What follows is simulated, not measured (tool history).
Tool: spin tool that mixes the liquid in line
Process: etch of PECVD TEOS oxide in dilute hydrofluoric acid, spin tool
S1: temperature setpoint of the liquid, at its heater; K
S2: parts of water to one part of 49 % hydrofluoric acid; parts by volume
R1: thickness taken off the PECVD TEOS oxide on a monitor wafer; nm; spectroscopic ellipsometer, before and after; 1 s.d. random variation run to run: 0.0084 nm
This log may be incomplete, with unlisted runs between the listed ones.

run 1 hour=0 | S1=295.15 S2=250 time_under_the_liquid_(s)=20 | R1=0.98437
run 2 hour=3.7 | S1=295.15 S2=300 time_under_the_liquid_(s)=20 | R1=0.78492
run 3 hour=12.3 | S1=296.65 S2=290 time_under_the_liquid_(s)=20 | R1=0.84913
run 4 hour=12.9 | S1=298.65 S2=290 time_under_the_liquid_(s)=20 | R1=0.90268
run 5 hour=13.9 | S1=299.65 S2=280 time_under_the_liquid_(s)=20 | R1=0.99817
run 6 hour=19 | S1=302.15 S2=280 time_under_the_liquid_(s)=20 | R1=1.0702
run 7 hour=20.5 | S1=302.15 S2=275 time_under_the_liquid_(s)=20 | R1=1.1217

Estimate the outcome of run 8 from the log above:
run 8 hour=23.2 | S1=302.65 S2=270 time_under_the_liquid_(s)=20 | R1=?

R1: 1.1567 nm

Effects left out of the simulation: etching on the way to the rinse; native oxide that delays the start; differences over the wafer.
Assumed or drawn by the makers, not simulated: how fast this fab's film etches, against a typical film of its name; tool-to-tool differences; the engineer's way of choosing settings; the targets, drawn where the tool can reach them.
